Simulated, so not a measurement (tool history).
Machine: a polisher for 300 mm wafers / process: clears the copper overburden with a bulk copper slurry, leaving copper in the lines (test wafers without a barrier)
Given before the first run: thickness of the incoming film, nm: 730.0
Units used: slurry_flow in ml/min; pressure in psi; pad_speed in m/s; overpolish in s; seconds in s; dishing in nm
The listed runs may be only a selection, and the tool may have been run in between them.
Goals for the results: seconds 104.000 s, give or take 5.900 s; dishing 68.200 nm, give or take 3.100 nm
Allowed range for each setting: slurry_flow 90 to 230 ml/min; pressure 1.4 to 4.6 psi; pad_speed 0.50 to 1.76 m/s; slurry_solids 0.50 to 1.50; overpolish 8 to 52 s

run 1 hour=0.0 | slurry_flow=150 pressure=3.0 pad_speed=1.12 slurry_solids=1.00 overpolish=26 | seconds=86.905 dishing=101.840
run 2 hour=2.6 | slurry_flow=150 pressure=2.4 pad_speed=1.12 slurry_solids=1.00 overpolish=26 | seconds=108.090 dishing=91.209
run 3 hour=4.8 | slurry_flow=150 pressure=2.4 pad_speed=0.92 slurry_solids=1.00 overpolish=26 | seconds=130.580 dishing=78.050
run 4 hour=12.8 | slurry_flow=155 pressure=2.6 pad_speed=0.90 slurry_solids=1.00 overpolish=21 | seconds=123.470 dishing=73.288
run 5 hour=16.1 | slurry_flow=135 pressure=2.6 pad_speed=0.90 slurry_solids=1.00 overpolish=21 | seconds=131.150 dishing=69.805
run 6 hour=20.3 | slurry_flow=155 pressure=2.7 pad_speed=0.90 slurry_solids=1.00 overpolish=18 | seconds=117.680 dishing=67.756
run 7 hour=28.6 | slurry_flow=165 pressure=2.7 pad_speed=0.90 slurry_solids=1.00 overpolish=17 | seconds=118.940 dishing=64.984
run 8 hour=29.5 | slurry_flow=170 pressure=2.8 pad_speed=0.90 slurry_solids=1.00 overpolish=17 | seconds=113.390 dishing=66.821

Which one of the following 4 next-run settings gets every result inside its allowed miss? There is exactly one.
run A hour=30.4 | slurry_flow=155 pressure=2.3 pad_speed=0.92 slurry_solids=1.10 overpolish=19 | seconds=? dishing=?
run B hour=30.4 | slurry_flow=160 pressure=2.7 pad_speed=0.82 slurry_solids=0.90 overpolish=20 | seconds=? dishing=?
run C hour=30.4 | slurry_flow=155 pressure=2.6 pad_speed=0.96 slurry_solids=0.90 overpolish=18 | seconds=? dishing=?
run D hour=30.4 | slurry_flow=165 pressure=2.9 pad_speed=0.92 slurry_solids=1.15 overpolish=16 | seconds=? dishing=?

move=A seconds=133.960 dishing=63.653
move=B seconds=130.820 dishing=68.131
move=C seconds=117.580 dishing=67.954
move=D seconds=104.640 dishing=68.574
A: its largest miss is bigger than the last run's
B: its largest miss is bigger than the last run's
C: its largest miss is bigger than the last run's
D: in spec on every target
Move D is the one to make.

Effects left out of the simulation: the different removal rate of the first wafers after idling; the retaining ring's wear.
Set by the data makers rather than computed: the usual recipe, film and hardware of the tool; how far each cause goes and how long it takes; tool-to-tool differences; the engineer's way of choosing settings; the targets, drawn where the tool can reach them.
